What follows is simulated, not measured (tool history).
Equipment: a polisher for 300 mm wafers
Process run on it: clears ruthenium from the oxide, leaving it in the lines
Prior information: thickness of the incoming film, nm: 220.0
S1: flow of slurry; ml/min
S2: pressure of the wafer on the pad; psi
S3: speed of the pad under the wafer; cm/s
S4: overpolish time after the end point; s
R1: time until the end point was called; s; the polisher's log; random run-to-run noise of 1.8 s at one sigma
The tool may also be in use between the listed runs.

run 1 hour=0 | S1=305 S2=2.5 S3=110 S4=5 | R1=171.28
run 2 hour=6.4 | S1=305 S2=2.3 S3=110 S4=5 | R1=189.85
run 3 hour=14.9 | S1=305 S2=2 S3=110 S4=5 | R1=224.44
run 4 hour=17.3 | S1=305 S2=2 S3=110 S4=5 | R1=214.54
run 5 hour=23.4 | S1=305 S2=1.6 S3=110 S4=5 | R1=265.18
run 6 hour=26.5 | S1=355 S2=1.6 S3=110 S4=5 | R1=255.51
run 7 hour=33.1 | S1=355 S2=2.1 S3=112 S4=5 | R1=201.14
run 8 hour=38.6 | S1=355 S2=2.4 S3=114 S4=5 | R1=177.66
run 9 hour=43.1 | S1=360 S2=3.1 S3=126 S4=5 | R1=119.47
run 10 hour=51.4 | S1=360 S2=3.2 S3=126 S4=5 | R1=119.39

Run 11, settings as shown, results not yet in. Your forecast:
run 11 hour=57.4 | S1=360 S2=3.3 S3=126 S4=5 | R1=?

Run 11 gave R1 113.26 s.
